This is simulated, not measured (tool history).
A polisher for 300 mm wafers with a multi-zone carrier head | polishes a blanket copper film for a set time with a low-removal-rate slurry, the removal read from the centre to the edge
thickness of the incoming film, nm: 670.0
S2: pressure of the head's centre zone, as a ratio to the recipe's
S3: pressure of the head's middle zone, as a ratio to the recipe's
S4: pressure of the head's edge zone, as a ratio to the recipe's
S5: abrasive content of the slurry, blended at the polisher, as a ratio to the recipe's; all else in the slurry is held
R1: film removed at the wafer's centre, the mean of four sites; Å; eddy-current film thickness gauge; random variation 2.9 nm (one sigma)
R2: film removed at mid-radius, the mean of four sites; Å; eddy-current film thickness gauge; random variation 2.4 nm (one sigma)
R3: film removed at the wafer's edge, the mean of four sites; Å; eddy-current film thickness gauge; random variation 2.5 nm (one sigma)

{"run": 1, "day": 0.0, "flow of slurry (ml/min)": 165, "S2": 1.0, "S3": 1.0, "S4": 1.0, "S5": 1.0, "polishing time (s)": 73, "R1": 1913.2, "R2": 1922.3, "R3": 1995.5}
{"run": 2, "day": 0.138, "flow of slurry (ml/min)": 165, "S2": 1.0, "S3": 1.0, "S4": 1.05, "S5": 1.0, "polishing time (s)": 73, "R1": 1944.2, "R2": 1894.0, "R3": 2040.8}
{"run": 3, "day": 0.308, "flow of slurry (ml/min)": 180, "S2": 1.04, "S3": 1.04, "S4": 1.07, "S5": 1.1, "polishing time (s)": 73, "R1": 2097.2, "R2": 2042.8, "R3": 2146.8}
{"run": 4, "day": 0.396, "flow of slurry (ml/min)": 195, "S2": 1.08, "S3": 1.06, "S4": 1.07, "S5": 1.15, "polishing time (s)": 73, "R1": 2184.3, "R2": 2142.5, "R3": 2098.0}
{"run": 5, "day": 0.538, "flow of slurry (ml/min)": 195, "S2": 1.08, "S3": 1.06, "S4": 1.0, "S5": 1.15, "polishing time (s)": 73, "R1": 2220.2, "R2": 2113.7, "R3": 2034.0}
{"run": 6, "day": 0.604, "flow of slurry (ml/min)": 200, "S2": 1.1, "S3": 1.06, "S4": 1.03, "S5": 1.25, "polishing time (s)": 74, "R1": 2323.0, "R2": 2224.6, "R3": 2183.6}

The next listed run, before its measurement:
{"run": 7, "day": 0.838, "flow of slurry (ml/min)": 210, "S2": 1.12, "S3": 1.06, "S4": 1.03, "S5": 1.3, "polishing time (s)": 75, "R1": "?", "R2": "?", "R3": "?"}

R1: 2433.3 Å
R2: 2261.5 Å
R3: 2256.4 Å

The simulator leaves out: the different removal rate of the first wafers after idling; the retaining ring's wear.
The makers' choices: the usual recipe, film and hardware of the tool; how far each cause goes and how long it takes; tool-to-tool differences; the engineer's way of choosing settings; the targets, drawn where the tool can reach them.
